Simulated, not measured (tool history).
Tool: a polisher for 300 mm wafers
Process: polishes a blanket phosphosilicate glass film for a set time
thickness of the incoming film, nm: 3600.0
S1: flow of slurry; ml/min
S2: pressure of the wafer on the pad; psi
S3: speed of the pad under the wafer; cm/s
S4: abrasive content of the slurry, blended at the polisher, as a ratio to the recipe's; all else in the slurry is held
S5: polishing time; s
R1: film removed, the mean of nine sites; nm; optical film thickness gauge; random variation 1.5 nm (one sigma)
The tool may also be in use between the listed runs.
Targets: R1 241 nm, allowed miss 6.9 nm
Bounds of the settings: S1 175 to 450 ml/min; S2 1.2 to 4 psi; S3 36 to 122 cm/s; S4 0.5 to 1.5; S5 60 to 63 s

run	day	S1	S2	S3	S4	S5	R1
1	0	290	2.6	78	1	60	390.24
2	0.346	290	2.3	78	1	60	359.14
3	0.612	315	2.3	78	1	60	359.92
4	0.675	315	1.9	78	1	60	327.23
# day 0.938: head pressure recalibrated
5	0.938	315	1.5	78	1	60	270.69
6	1.079	300	1.5	78	1	60	270.01
7	1.45	285	1.5	78	1	60	267.07
8	1.779	270	1.5	78	1	60	269.19
9	1.946	270	1.4	78	1	60	257.95
10	2.271	270	1.4	78	1	60	260.46
11	2.317	270	1.4	78	1	60	257.85
12	2.454	265	1.4	78	1	60	260.74
13	2.612	265	1.4	78	1	60	261.42

5 next moves are on the table. One of them brings every result within its allowed miss. Which?
A	2.771	255	1.2	78	0.95	62	?
B	2.771	230	1.5	72	1.15	63	?
C	2.771	210	1.7	60	0.85	63	?
D	2.771	260	2.1	64	0.95	61	?
E	2.771	195	1.2	70	1.1	60	?

move	R1
A	242.6
B	275.92
C	217.29
D	266.7
E	225.05
A: meets every target
B: further off than the last run
C: takes the result that was furthest off past its target
D: further off than the last run
E: takes the result that was furthest off past its target
Move A is the one to make.

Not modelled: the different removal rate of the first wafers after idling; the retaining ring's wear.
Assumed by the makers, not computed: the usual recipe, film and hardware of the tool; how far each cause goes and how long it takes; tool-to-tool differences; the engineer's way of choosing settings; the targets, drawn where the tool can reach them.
